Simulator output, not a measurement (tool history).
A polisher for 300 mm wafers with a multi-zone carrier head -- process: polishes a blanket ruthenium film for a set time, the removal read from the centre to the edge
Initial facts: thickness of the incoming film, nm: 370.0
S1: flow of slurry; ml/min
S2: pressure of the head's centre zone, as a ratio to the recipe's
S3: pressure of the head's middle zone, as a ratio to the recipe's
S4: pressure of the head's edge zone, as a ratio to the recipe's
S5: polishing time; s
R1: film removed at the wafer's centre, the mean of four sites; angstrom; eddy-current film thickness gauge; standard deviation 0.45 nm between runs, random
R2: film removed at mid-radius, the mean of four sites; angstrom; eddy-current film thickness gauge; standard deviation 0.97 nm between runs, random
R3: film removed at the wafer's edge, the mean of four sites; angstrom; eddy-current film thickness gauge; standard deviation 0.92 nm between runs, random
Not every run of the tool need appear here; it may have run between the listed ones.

run,day,S1,S2,S3,S4,S5,R1,R2,R3
1,0.000,210,1.00,1.00,1.00,70,745.91,742.36,753.73
2,0.212,210,1.00,1.00,1.00,79,849.46,838.78,831.27
3,0.342,200,0.95,1.00,0.97,76,756.06,790.93,778.40
4,0.617,190,0.91,1.00,0.95,75,713.90,785.97,788.09
5,0.904,190,0.99,1.00,0.95,75,772.97,779.29,783.00
6,1.233,235,0.99,1.00,0.95,75,788.94,809.81,791.15
7,1.475,230,0.95,1.00,0.92,72,729.50,771.37,766.14

Predict the results of run 8:
8,1.592,220,0.93,1.02,0.91,70,?,?,?

Logged for run 8: R1 696.94 angstrom, R2 734.57 angstrom, R3 737.30 angstrom.

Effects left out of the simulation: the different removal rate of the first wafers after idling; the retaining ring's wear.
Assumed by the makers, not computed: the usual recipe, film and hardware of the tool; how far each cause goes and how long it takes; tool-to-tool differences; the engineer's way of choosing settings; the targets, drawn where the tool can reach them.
